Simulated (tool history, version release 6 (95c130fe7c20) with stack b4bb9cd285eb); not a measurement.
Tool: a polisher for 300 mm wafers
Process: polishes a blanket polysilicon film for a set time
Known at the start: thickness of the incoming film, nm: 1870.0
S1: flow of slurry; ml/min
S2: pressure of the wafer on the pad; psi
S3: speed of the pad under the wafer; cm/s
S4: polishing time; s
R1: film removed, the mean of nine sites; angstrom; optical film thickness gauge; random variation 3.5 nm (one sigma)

{"run": 1, "hour": 0.0, "S1": 160, "S2": 2.7, "S3": 128, "S4": 45, "R1": 4056.3}
{"run": 2, "hour": 0.8, "S1": 160, "S2": 2.7, "S3": 128, "S4": 45, "R1": 4099.0}
{"run": 3, "hour": 3.9, "S1": 160, "S2": 2.7, "S3": 156, "S4": 45, "R1": 4772.2}
{"run": 4, "hour": 9.4, "S1": 160, "S2": 2.7, "S3": 156, "S4": 45, "R1": 4833.5}
{"run": 5, "hour": 18.1, "S1": 160, "S2": 2.4, "S3": 152, "S4": 45, "R1": 4174.4}
{"run": 6, "hour": 25.5, "S1": 160, "S2": 2.1, "S3": 150, "S4": 45, "R1": 3587.3}
{"run": 7, "hour": 30.4, "S1": 160, "S2": 1.9, "S3": 150, "S4": 45, "R1": 3322.5}

Forecast run 8:
{"run": 8, "hour": 32.2, "S1": 160, "S2": 1.8, "S3": 150, "S4": 45, "R1": "?"}

Run 8 gave R1 3157.0 angstrom.
